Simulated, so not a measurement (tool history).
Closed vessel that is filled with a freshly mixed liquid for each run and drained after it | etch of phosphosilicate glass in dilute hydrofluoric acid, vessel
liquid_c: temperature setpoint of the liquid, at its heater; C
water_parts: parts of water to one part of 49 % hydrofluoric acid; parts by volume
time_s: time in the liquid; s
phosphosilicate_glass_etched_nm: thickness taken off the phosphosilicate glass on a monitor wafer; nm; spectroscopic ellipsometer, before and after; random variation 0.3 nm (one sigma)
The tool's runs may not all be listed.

| run | hour | liquid_c | water_parts | time_s | phosphosilicate_glass_etched_nm |
|---|---|---|---|---|---|
| 1 | 0.0 | 23.0 | 95 | 30 | 41.004 |
| 2 | 1.6 | 23.0 | 95 | 30 | 40.003 |
| 3 | 9.0 | 22.0 | 95 | 30 | 39.148 |
| 4 | 13.2 | 23.5 | 95 | 30 | 42.211 |
| 5 | 22.1 | 22.5 | 95 | 30 | 40.350 |
| 6 | 24.4 | 22.5 | 95 | 30 | 39.904 |
| 7 | 32.8 | 21.5 | 95 | 30 | 38.372 |

Run 8, settings as shown, results not yet in. Your forecast:
| 8 | 38.0 | 21.0 | 95 | 30 | ? |

Logged for run 8: phosphosilicate_glass_etched_nm 38.314 nm.
